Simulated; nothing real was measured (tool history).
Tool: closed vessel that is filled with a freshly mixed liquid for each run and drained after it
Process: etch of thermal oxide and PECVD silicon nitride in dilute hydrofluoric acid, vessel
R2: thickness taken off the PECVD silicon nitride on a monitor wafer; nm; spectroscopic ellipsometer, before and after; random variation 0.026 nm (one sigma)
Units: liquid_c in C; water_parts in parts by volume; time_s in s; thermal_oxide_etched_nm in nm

{"run": 1, "hour": 0.0, "liquid_c": 21.0, "water_parts": 70, "time_s": 500, "thermal_oxide_etched_nm": 30.319, "R2": 13.161}
{"run": 2, "hour": 9.0, "liquid_c": 20.5, "water_parts": 75, "time_s": 480, "thermal_oxide_etched_nm": 26.402, "R2": 11.398}
{"run": 3, "hour": 12.3, "liquid_c": 20.5, "water_parts": 95, "time_s": 480, "thermal_oxide_etched_nm": 20.279, "R2": 9.0639}
{"run": 4, "hour": 21.2, "liquid_c": 20.5, "water_parts": 110, "time_s": 480, "thermal_oxide_etched_nm": 17.425, "R2": 7.8968}
{"run": 5, "hour": 26.9, "liquid_c": 20.0, "water_parts": 110, "time_s": 450, "thermal_oxide_etched_nm": 15.923, "R2": 7.1844}
{"run": 6, "hour": 33.4, "liquid_c": 20.0, "water_parts": 110, "time_s": 550, "thermal_oxide_etched_nm": 19.435, "R2": 8.6756}
{"hour": 42.5, "done": "thermometer replaced"}
{"run": 7, "hour": 42.5, "liquid_c": 19.5, "water_parts": 110, "time_s": 510, "thermal_oxide_etched_nm": 16.887, "R2": 7.226}
{"run": 8, "hour": 48.3, "liquid_c": 19.5, "water_parts": 110, "time_s": 510, "thermal_oxide_etched_nm": 16.76, "R2": 7.2659}
{"run": 9, "hour": 51.7, "liquid_c": 19.0, "water_parts": 110, "time_s": 490, "thermal_oxide_etched_nm": 15.709, "R2": 6.7051}
{"run": 10, "hour": 56.3, "liquid_c": 18.5, "water_parts": 110, "time_s": 470, "thermal_oxide_etched_nm": 14.813, "R2": 6.2203}
{"run": 11, "hour": 63.9, "liquid_c": 18.5, "water_parts": 110, "time_s": 450, "thermal_oxide_etched_nm": 14.154, "R2": 6.0335}
{"run": 12, "hour": 68.1, "liquid_c": 18.5, "water_parts": 110, "time_s": 435, "thermal_oxide_etched_nm": 13.885, "R2": 5.7594}
{"run": 13, "hour": 70.3, "liquid_c": 18.5, "water_parts": 110, "time_s": 420, "thermal_oxide_etched_nm": 13.319, "R2": 5.5756}
{"run": 14, "hour": 75.9, "liquid_c": 18.5, "water_parts": 110, "time_s": 410, "thermal_oxide_etched_nm": 12.812, "R2": 5.443}
{"run": 15, "hour": 77.1, "liquid_c": 18.5, "water_parts": 110, "time_s": 400, "thermal_oxide_etched_nm": 12.537, "R2": 5.3189}

The next listed run, before its measurement:
{"run": 16, "hour": 85.7, "liquid_c": 18.5, "water_parts": 110, "time_s": 390, "thermal_oxide_etched_nm": "?", "R2": "?"}

thermal_oxide_etched_nm: 12.285 nm
R2: 5.1775 nm

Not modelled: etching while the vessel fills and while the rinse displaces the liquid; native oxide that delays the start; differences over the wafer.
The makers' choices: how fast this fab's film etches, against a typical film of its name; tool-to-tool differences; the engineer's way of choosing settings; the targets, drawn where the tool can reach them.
